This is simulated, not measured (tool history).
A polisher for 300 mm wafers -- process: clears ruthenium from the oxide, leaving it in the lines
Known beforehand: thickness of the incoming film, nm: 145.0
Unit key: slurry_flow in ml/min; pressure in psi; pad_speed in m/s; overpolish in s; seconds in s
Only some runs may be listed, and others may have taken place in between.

run  hour  slurry_flow  pressure  pad_speed  overpolish  seconds
  1     0          165       1.6          1          40   178.34
  2     2          165       1.4       0.94          40   207.78
  3   7.6          160       1.3       0.88          40   241.92
  4  11.1          155       1.2       0.86          40   265.89
  5  12.1          140       1.2       0.86          40   271.06
  6  19.4          140       1.2       0.74          40   321.35
  7  25.7          135       0.7       0.72          40   544.42

Predict the results of run 8:
  8  33.2          140       0.7       0.72          40        ?

For run 8 the tool returned seconds 536.54 s.
